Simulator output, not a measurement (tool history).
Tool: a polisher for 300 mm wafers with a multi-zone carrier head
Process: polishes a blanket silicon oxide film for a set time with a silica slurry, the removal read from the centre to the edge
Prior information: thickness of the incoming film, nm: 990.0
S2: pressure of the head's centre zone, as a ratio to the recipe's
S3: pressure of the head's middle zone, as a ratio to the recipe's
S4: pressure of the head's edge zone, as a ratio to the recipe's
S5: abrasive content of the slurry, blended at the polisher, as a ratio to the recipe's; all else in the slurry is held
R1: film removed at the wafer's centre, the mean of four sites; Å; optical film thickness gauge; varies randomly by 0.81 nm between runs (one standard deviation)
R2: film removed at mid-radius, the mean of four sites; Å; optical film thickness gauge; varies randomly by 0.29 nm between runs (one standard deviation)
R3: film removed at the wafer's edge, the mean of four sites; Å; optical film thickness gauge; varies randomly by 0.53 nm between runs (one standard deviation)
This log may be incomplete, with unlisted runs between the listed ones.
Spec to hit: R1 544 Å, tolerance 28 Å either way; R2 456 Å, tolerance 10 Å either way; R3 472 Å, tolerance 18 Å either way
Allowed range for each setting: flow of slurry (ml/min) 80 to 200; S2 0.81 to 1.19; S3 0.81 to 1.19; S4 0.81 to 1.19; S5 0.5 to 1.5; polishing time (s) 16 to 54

Run 1, hour 0: flow of slurry (ml/min) 130, S2 1, S3 1, S4 1, S5 1, polishing time (s) 35. Result: R1 906.38 Å, R2 881.83 Å, R3 942.51 Å.
Run 2, hour 1.4: flow of slurry (ml/min) 125, S2 1.02, S3 0.99, S4 0.96, S5 0.9, polishing time (s) 32. Result: R1 771.81 Å, R2 728.38 Å, R3 761.85 Å.
Run 3, hour 3.5: flow of slurry (ml/min) 125, S2 1.02, S3 0.99, S4 0.96, S5 1.05, polishing time (s) 32. Result: R1 848.47 Å, R2 822.06 Å, R3 855.31 Å.
Run 4, hour 11.3: flow of slurry (ml/min) 125, S2 1.02, S3 1.05, S4 0.96, S5 1.05, polishing time (s) 32. Result: R1 863.77 Å, R2 848.26 Å, R3 854.3 Å.
Run 5, hour 13.1: flow of slurry (ml/min) 125, S2 1.02, S3 1.05, S4 0.96, S5 0.9, polishing time (s) 32. Result: R1 757.29 Å, R2 758.39 Å, R3 770.2 Å.
Run 6, hour 20.9: flow of slurry (ml/min) 125, S2 1.02, S3 1.01, S4 0.96, S5 0.9, polishing time (s) 32. Result: R1 770.16 Å, R2 748.75 Å, R3 776.88 Å.
Run 7, hour 22.1: flow of slurry (ml/min) 120, S2 1.05, S3 0.99, S4 0.93, S5 0.8, polishing time (s) 31. Result: R1 695.77 Å, R2 644.61 Å, R3 663.46 Å.
At hour 30.1: edge zone pressure recalibrated.
Run 8, hour 30.1: flow of slurry (ml/min) 115, S2 1.06, S3 0.97, S4 0.9, S5 0.75, polishing time (s) 31. Result: R1 662.71 Å, R2 586.45 Å, R3 598.17 Å.
Run 9, hour 34.8: flow of slurry (ml/min) 110, S2 1.05, S3 0.95, S4 0.88, S5 0.75, polishing time (s) 31. Result: R1 644.51 Å, R2 571.96 Å, R3 570.53 Å.

Exercise: of the 5 proposed moves below, exactly one satisfies all targets within the stated allowed misses. Which move is it?
Run A, hour 39.5: flow of slurry (ml/min) 110, S2 0.9, S3 1.11, S4 0.81, S5 0.8, polishing time (s) 35. Result: R1 ?, R2 ?, R3 ?.
Run B, hour 39.5: flow of slurry (ml/min) 90, S2 1.15, S3 0.86, S4 0.89, S5 0.7, polishing time (s) 28. Result: R1 ?, R2 ?, R3 ?.
Run C, hour 39.5: flow of slurry (ml/min) 130, S2 1.12, S3 0.94, S4 0.93, S5 0.5, polishing time (s) 43. Result: R1 ?, R2 ?, R3 ?.
Run D, hour 39.5: flow of slurry (ml/min) 115, S2 1.12, S3 0.85, S4 0.9, S5 0.7, polishing time (s) 27. Result: R1 ?, R2 ?, R3 ?.
Run E, hour 39.5: flow of slurry (ml/min) 85, S2 1.17, S3 0.85, S4 1.03, S5 0.9, polishing time (s) 23. Result: R1 ?, R2 ?, R3 ?.

move      R1      R2      R3
   A  683.45  760.67  654.88
   B  554.76   430.7  462.76
   C  550.07   455.1  459.58
   D  560.96  438.57  467.65
   E  572.87  436.13  508.53
A: moves away from the targets compared with the last run
B: takes the result that was furthest off past its target
C: hits every target within its allowed miss
D: takes the result that was furthest off past its target
E: takes the result that was furthest off past its target
So the answer is move C, the one that meets all the targets.

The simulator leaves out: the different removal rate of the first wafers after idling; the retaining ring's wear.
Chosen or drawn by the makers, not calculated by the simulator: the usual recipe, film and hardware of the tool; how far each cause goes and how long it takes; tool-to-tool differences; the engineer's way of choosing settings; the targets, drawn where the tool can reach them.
